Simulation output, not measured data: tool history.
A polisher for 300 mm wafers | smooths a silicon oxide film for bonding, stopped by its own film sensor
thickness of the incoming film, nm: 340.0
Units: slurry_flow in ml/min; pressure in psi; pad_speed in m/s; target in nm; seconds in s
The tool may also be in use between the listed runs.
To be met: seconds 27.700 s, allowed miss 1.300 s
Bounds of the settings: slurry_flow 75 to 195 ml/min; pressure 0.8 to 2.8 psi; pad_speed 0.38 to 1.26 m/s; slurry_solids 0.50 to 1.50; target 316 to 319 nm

run 1 day=0.000 | slurry_flow=125 pressure=1.8 pad_speed=0.82 slurry_solids=1.00 target=316 | seconds=49.857
run 2 day=0.296 | slurry_flow=125 pressure=1.9 pad_speed=0.82 slurry_solids=1.00 target=316 | seconds=46.321
run 3 day=0.454 | slurry_flow=125 pressure=1.5 pad_speed=0.82 slurry_solids=1.00 target=316 | seconds=57.020
run 4 day=0.738 | slurry_flow=125 pressure=1.7 pad_speed=0.82 slurry_solids=1.00 target=316 | seconds=52.194
run 5 day=0.825 | slurry_flow=125 pressure=1.7 pad_speed=0.82 slurry_solids=1.00 target=319 | seconds=45.583
run 6 day=1.017 | slurry_flow=125 pressure=1.8 pad_speed=0.82 slurry_solids=1.00 target=319 | seconds=43.425
run 7 day=1.071 | slurry_flow=125 pressure=1.9 pad_speed=0.82 slurry_solids=1.00 target=319 | seconds=41.469
run 8 day=1.317 | slurry_flow=125 pressure=2.0 pad_speed=0.82 slurry_solids=1.00 target=319 | seconds=38.903
run 9 day=1.488 | slurry_flow=125 pressure=2.1 pad_speed=0.82 slurry_solids=1.00 target=319 | seconds=36.725
run 10 day=1.617 | slurry_flow=125 pressure=2.2 pad_speed=0.82 slurry_solids=1.00 target=319 | seconds=35.453
run 11 day=1.858 | slurry_flow=125 pressure=2.3 pad_speed=0.82 slurry_solids=1.00 target=319 | seconds=34.013
run 12 day=1.908 | slurry_flow=135 pressure=2.5 pad_speed=0.82 slurry_solids=1.00 target=319 | seconds=30.226
run 13 day=1.946 | slurry_flow=135 pressure=2.6 pad_speed=0.82 slurry_solids=1.00 target=319 | seconds=29.451

5 next moves are on the table. One of them brings every result within its allowed miss. Which?
run A day=1.983 | slurry_flow=125 pressure=2.5 pad_speed=1.04 slurry_solids=0.90 target=316 | seconds=?
run B day=1.983 | slurry_flow=135 pressure=2.5 pad_speed=0.80 slurry_solids=1.00 target=319 | seconds=?
run C day=1.983 | slurry_flow=140 pressure=2.7 pad_speed=0.84 slurry_solids=1.15 target=318 | seconds=?
run D day=1.983 | slurry_flow=135 pressure=2.4 pad_speed=0.86 slurry_solids=1.00 target=318 | seconds=?
run E day=1.983 | slurry_flow=135 pressure=2.7 pad_speed=0.74 slurry_solids=1.00 target=319 | seconds=?

move=A seconds=31.716
move=B seconds=31.599
move=C seconds=27.548
move=D seconds=32.637
move=E seconds=31.056
A: further off than the last run
B: further off than the last run
C: meets every target
D: further off than the last run
E: further off than the last run
The right move is C.

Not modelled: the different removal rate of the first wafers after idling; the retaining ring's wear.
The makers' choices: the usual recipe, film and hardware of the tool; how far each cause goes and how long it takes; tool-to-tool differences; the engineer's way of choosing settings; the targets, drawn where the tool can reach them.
